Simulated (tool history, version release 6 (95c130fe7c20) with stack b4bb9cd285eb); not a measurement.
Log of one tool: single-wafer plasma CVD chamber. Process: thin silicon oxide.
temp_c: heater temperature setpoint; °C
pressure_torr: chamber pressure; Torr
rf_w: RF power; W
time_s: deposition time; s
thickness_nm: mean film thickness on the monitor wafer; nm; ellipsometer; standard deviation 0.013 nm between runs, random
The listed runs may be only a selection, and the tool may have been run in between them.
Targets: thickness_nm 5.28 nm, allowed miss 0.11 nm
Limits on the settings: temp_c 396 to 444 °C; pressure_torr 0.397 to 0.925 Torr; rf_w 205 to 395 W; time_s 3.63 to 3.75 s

run,hour,temp_c,pressure_torr,rf_w,time_s,thickness_nm
1,0,420,0.661,300,3.63,4.7925
2,7.5,420,0.677,300,3.63,4.8895
3,11.6,420,0.69,300,3.63,4.9809
4,17.2,420,0.584,300,3.63,4.2492
5,19.1,420,0.621,300,3.63,4.499
6,22.5,420,0.668,300,3.63,4.8154
7,28.5,420,0.684,300,3.63,4.9209
8,37,420,0.697,300,3.63,5.0248
9,39.2,420,0.706,300,3.63,5.0796
10,42.1,420,0.713,300,3.63,5.1352
11,48.8,420,0.718,300,3.63,5.1427

Which one of the following 5 next-run settings gets every result inside its allowed miss? There is exactly one.
A,55.5,418,0.708,300,3.74,?
B,55.5,415,0.697,305,3.66,?
C,55.5,423,0.691,300,3.63,?
D,55.5,420,0.665,320,3.7,?
E,55.5,414,0.678,290,3.75,?

move,thickness_nm
A,5.2709
B,5.1211
C,4.9829
D,5.0035
E,5.0344
A: in spec on every target
B: lands further from the targets than the last run did
C: lands further from the targets than the last run did
D: lands further from the targets than the last run did
E: lands further from the targets than the last run did
Move A is the one to make.
